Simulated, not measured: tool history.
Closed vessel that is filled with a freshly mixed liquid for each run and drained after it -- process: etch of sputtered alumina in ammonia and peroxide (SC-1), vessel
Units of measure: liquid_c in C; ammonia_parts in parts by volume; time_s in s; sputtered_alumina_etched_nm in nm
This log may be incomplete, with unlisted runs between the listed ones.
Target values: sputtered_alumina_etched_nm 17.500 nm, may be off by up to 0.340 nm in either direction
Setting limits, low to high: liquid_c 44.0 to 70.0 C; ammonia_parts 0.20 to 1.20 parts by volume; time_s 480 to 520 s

run 1 day=0.000 | liquid_c=60.0 ammonia_parts=0.85 time_s=480 | sputtered_alumina_etched_nm=28.553
run 2 day=0.333 | liquid_c=64.0 ammonia_parts=0.85 time_s=480 | sputtered_alumina_etched_nm=34.784
run 3 day=0.554 | liquid_c=59.5 ammonia_parts=0.85 time_s=480 | sputtered_alumina_etched_nm=27.732
run 4 day=0.700 | liquid_c=59.5 ammonia_parts=0.85 time_s=520 | sputtered_alumina_etched_nm=30.045
run 5 day=0.971 | liquid_c=65.5 ammonia_parts=0.85 time_s=520 | sputtered_alumina_etched_nm=40.545
run 6 day=1.329 | liquid_c=65.5 ammonia_parts=0.95 time_s=520 | sputtered_alumina_etched_nm=41.171
run 7 day=1.475 | liquid_c=57.5 ammonia_parts=0.90 time_s=520 | sputtered_alumina_etched_nm=27.270
run 8 day=1.796 | liquid_c=54.5 ammonia_parts=0.90 time_s=520 | sputtered_alumina_etched_nm=23.256
run 9 day=2.167 | liquid_c=52.5 ammonia_parts=0.90 time_s=520 | sputtered_alumina_etched_nm=20.768
run 10 day=2.462 | liquid_c=51.5 ammonia_parts=0.90 time_s=520 | sputtered_alumina_etched_nm=19.751
run 11 day=2.708 | liquid_c=51.0 ammonia_parts=0.90 time_s=520 | sputtered_alumina_etched_nm=19.285
run 12 day=2.838 | liquid_c=50.5 ammonia_parts=0.90 time_s=520 | sputtered_alumina_etched_nm=18.613
run 13 day=2.983 | liquid_c=50.0 ammonia_parts=0.90 time_s=520 | sputtered_alumina_etched_nm=18.203

Next run, 5 choices. One meets every target within its allowed miss, the rest don't. Which?
run A day=3.129 | liquid_c=52.0 ammonia_parts=0.95 time_s=485 | sputtered_alumina_etched_nm=?
run B day=3.129 | liquid_c=49.5 ammonia_parts=1.00 time_s=505 | sputtered_alumina_etched_nm=?
run C day=3.129 | liquid_c=50.0 ammonia_parts=0.35 time_s=515 | sputtered_alumina_etched_nm=?
run D day=3.129 | liquid_c=50.0 ammonia_parts=0.95 time_s=520 | sputtered_alumina_etched_nm=?
run E day=3.129 | liquid_c=51.5 ammonia_parts=0.60 time_s=520 | sputtered_alumina_etched_nm=?

move=A sputtered_alumina_etched_nm=19.164
move=B sputtered_alumina_etched_nm=17.489
move=C sputtered_alumina_etched_nm=16.590
move=D sputtered_alumina_etched_nm=18.421
move=E sputtered_alumina_etched_nm=19.141
A: misses by more than the last run did
B: all results land within tolerance of their targets
C: moves the result that the last run missed by most past its target, out the other side
D: misses by more than the last run did
E: misses by more than the last run did
Go with B: it meets all targets.
